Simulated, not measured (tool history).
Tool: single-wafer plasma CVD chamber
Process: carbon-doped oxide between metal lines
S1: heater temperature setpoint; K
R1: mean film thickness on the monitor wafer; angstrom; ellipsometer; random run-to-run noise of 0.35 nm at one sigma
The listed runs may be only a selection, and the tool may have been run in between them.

run 1 hour=0.0 | S1=648.15 chamber_pressure_(mTorr)=5070 RF_power_(kW)=0.385 deposition_time_(s)=16.1 | R1=628.50
run 2 hour=6.0 | S1=641.15 chamber_pressure_(mTorr)=5070 RF_power_(kW)=0.385 deposition_time_(s)=16.1 | R1=635.66
run 3 hour=7.4 | S1=641.15 chamber_pressure_(mTorr)=4250 RF_power_(kW)=0.385 deposition_time_(s)=16.1 | R1=628.77
run 4 hour=15.4 | S1=630.15 chamber_pressure_(mTorr)=4250 RF_power_(kW)=0.385 deposition_time_(s)=16.1 | R1=643.74
run 5 hour=19.2 | S1=630.15 chamber_pressure_(mTorr)=4250 RF_power_(kW)=0.335 deposition_time_(s)=16.1 | R1=581.37
run 6 hour=23.9 | S1=630.15 chamber_pressure_(mTorr)=4310 RF_power_(kW)=0.355 deposition_time_(s)=16.1 | R1=607.66
run 7 hour=25.4 | S1=630.15 chamber_pressure_(mTorr)=4370 RF_power_(kW)=0.370 deposition_time_(s)=16.1 | R1=631.70
run 8 hour=28.6 | S1=629.15 chamber_pressure_(mTorr)=4520 RF_power_(kW)=0.375 deposition_time_(s)=16.1 | R1=637.48
run 9 hour=33.1 | S1=629.15 chamber_pressure_(mTorr)=4580 RF_power_(kW)=0.385 deposition_time_(s)=16.1 | R1=652.40
run 10 hour=37.9 | S1=629.15 chamber_pressure_(mTorr)=4650 RF_power_(kW)=0.390 deposition_time_(s)=16.1 | R1=658.02
run 11 hour=40.4 | S1=629.15 chamber_pressure_(mTorr)=4690 RF_power_(kW)=0.395 deposition_time_(s)=16.1 | R1=666.23

Run 12 is up next; what results do you expect?
run 12 hour=49.0 | S1=629.15 chamber_pressure_(mTorr)=4730 RF_power_(kW)=0.400 deposition_time_(s)=16.1 | R1=?

Logged for run 12: R1 666.67 angstrom.
